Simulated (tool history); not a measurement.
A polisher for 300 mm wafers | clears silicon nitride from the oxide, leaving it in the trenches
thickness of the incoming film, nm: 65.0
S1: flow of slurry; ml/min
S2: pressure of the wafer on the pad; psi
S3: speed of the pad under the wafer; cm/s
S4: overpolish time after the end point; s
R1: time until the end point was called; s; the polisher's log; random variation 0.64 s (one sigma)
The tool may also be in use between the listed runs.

| run | hour | S1 | S2 | S3 | S4 | R1 |
|---|---|---|---|---|---|---|
| 1 | 0.0 | 215 | 1.9 | 128 | 10 | 85.899 |
| 2 | 1.1 | 215 | 2.0 | 128 | 10 | 81.637 |
| 3 | 5.4 | 215 | 2.0 | 150 | 10 | 69.925 |
| 4 | 8.4 | 215 | 1.7 | 150 | 10 | 80.499 |
| 5 | 10.0 | 215 | 1.8 | 150 | 10 | 76.488 |
|  | 18.9 | slurry nozzle cleaned |
| 6 | 18.9 | 215 | 1.9 | 150 | 10 | 72.095 |

Run 7 comes next. What will it give?
| 7 | 25.6 | 215 | 2.5 | 154 | 10 | ? |

{"run 7": {"R1": 52.131}}

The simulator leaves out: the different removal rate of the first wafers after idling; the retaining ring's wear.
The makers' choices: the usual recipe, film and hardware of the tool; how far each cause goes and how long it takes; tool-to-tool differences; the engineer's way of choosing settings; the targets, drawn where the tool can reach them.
